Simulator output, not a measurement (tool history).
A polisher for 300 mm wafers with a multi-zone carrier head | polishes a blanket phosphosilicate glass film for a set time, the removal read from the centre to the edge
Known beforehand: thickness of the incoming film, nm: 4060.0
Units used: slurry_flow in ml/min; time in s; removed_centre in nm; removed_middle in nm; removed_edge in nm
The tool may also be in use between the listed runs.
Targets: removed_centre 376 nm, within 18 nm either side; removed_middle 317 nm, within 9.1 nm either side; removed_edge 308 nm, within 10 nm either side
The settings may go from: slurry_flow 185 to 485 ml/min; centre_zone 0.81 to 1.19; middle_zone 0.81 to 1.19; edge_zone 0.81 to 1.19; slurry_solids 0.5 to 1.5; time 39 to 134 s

run,hour,slurry_flow,centre_zone,middle_zone,edge_zone,slurry_solids,time,removed_centre,removed_middle,removed_edge
1,0,310,1,1,1,1,86,637.36,637.16,632.13
2,7,310,1,1,1,1,108,797.17,797.39,793.64
3,10.6,310,1.03,0.98,0.96,0.85,92,649.48,614.79,623.29
4,11.1,380,1.03,0.98,0.96,0.85,92,653.24,630.69,635.4
5,16.1,410,1.03,0.98,0.96,0.85,92,653.45,627.13,631.19
6,20.2,410,1.03,0.95,0.96,0.85,92,678.92,620.71,629.39
7,21.5,385,1.05,0.89,0.86,0.6,68,427.08,366.58,375.77
8,22.1,385,1.06,0.9,0.85,0.55,65,399.13,334.61,344.59
9,23.9,380,1.07,0.92,0.84,0.55,64,399.61,335.63,336.67

Which of these 5 next moves meets every target?
A,25.7,430,0.88,0.84,0.93,0.65,66,?,?,?
B,25.7,380,1.09,0.93,0.81,0.5,63,?,?,?
C,25.7,385,1.1,1.12,0.81,0.6,56,?,?,?
D,25.7,435,1.07,0.81,0.92,0.5,70,?,?,?
E,25.7,465,1.17,1.04,0.81,0.7,51,?,?,?

move,removed_centre,removed_middle,removed_edge
A,374.04,351.86,395.91
B,387.21,319.1,312.03
C,380.51,363.14,302.56
D,425.77,318.99,368.48
E,401.18,337.44,299.18
A: lands further from the targets than the last run did
B: in spec on every target
C: gets the furthest-off result to its target, but another result is out of tolerance
D: lands further from the targets than the last run did
E: gets the furthest-off result to its target, but another result is out of tolerance
B is the move that brings every result within its allowed miss.

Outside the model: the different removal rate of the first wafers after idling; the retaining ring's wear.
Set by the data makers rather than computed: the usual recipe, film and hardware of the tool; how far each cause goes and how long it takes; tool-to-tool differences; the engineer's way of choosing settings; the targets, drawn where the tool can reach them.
